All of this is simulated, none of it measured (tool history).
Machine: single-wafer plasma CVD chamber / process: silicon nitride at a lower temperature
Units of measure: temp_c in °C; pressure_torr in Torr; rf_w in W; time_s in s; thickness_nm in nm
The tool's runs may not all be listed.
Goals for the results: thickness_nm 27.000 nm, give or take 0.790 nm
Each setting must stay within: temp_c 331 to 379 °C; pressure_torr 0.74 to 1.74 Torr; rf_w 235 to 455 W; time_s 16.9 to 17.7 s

Run 1, hour 0.0: temp_c 355 °C, pressure_torr 1.24 Torr, rf_w 345 W, time_s 17.7 s. Result: thickness_nm 23.133 nm.
Run 2, hour 3.9: temp_c 355 °C, pressure_torr 1.35 Torr, rf_w 345 W, time_s 17.7 s. Result: thickness_nm 23.689 nm.
Run 3, hour 9.0: temp_c 355 °C, pressure_torr 1.17 Torr, rf_w 345 W, time_s 17.7 s. Result: thickness_nm 22.832 nm.
Run 4, hour 11.3: temp_c 364 °C, pressure_torr 1.17 Torr, rf_w 345 W, time_s 17.7 s. Result: thickness_nm 22.720 nm.
Run 5, hour 19.2: temp_c 364 °C, pressure_torr 1.36 Torr, rf_w 345 W, time_s 17.7 s. Result: thickness_nm 23.498 nm.
Run 6, hour 23.3: temp_c 364 °C, pressure_torr 1.36 Torr, rf_w 345 W, time_s 17.7 s. Result: thickness_nm 23.454 nm.
Run 7, hour 26.4: temp_c 364 °C, pressure_torr 1.36 Torr, rf_w 345 W, time_s 17.7 s. Result: thickness_nm 23.441 nm.
Run 8, hour 34.6: temp_c 364 °C, pressure_torr 1.40 Torr, rf_w 355 W, time_s 17.7 s. Result: thickness_nm 24.020 nm.
Run 9, hour 43.1: temp_c 364 °C, pressure_torr 1.44 Torr, rf_w 365 W, time_s 17.7 s. Result: thickness_nm 24.695 nm.
Run 10, hour 45.0: temp_c 364 °C, pressure_torr 1.47 Torr, rf_w 370 W, time_s 17.7 s. Result: thickness_nm 25.054 nm.
Run 11, hour 50.8: temp_c 364 °C, pressure_torr 1.50 Torr, rf_w 375 W, time_s 17.7 s. Result: thickness_nm 25.288 nm.
Run 12, hour 59.0: temp_c 364 °C, pressure_torr 1.52 Torr, rf_w 380 W, time_s 17.7 s. Result: thickness_nm 25.587 nm.
Run 13, hour 66.8: temp_c 364 °C, pressure_torr 1.54 Torr, rf_w 385 W, time_s 17.7 s. Result: thickness_nm 25.817 nm.
Run 14, hour 75.3: temp_c 364 °C, pressure_torr 1.56 Torr, rf_w 390 W, time_s 17.7 s. Result: thickness_nm 26.090 nm.

Of the 5 settings listed for the next run, only one would bring every result within its allowed miss of target. Which one?
Run A, hour 83.8: temp_c 361 °C, pressure_torr 1.74 Torr, rf_w 360 W, time_s 17.3 s. Result: thickness_nm ?.
Run B, hour 83.8: temp_c 353 °C, pressure_torr 1.62 Torr, rf_w 370 W, time_s 17.7 s. Result: thickness_nm ?.
Run C, hour 83.8: temp_c 360 °C, pressure_torr 1.59 Torr, rf_w 395 W, time_s 16.9 s. Result: thickness_nm ?.
Run D, hour 83.8: temp_c 354 °C, pressure_torr 1.74 Torr, rf_w 400 W, time_s 17.7 s. Result: thickness_nm ?.
Run E, hour 83.8: temp_c 368 °C, pressure_torr 1.54 Torr, rf_w 390 W, time_s 16.9 s. Result: thickness_nm ?.

move  thickness_nm
   A        24.927
   B        25.595
   C        25.245
   D        27.220
   E        24.804
A: lands further from the targets than the last run did
B: lands further from the targets than the last run did
C: lands further from the targets than the last run did
D: hits every target within its allowed miss
E: lands further from the targets than the last run did
The move that meets every target is D.

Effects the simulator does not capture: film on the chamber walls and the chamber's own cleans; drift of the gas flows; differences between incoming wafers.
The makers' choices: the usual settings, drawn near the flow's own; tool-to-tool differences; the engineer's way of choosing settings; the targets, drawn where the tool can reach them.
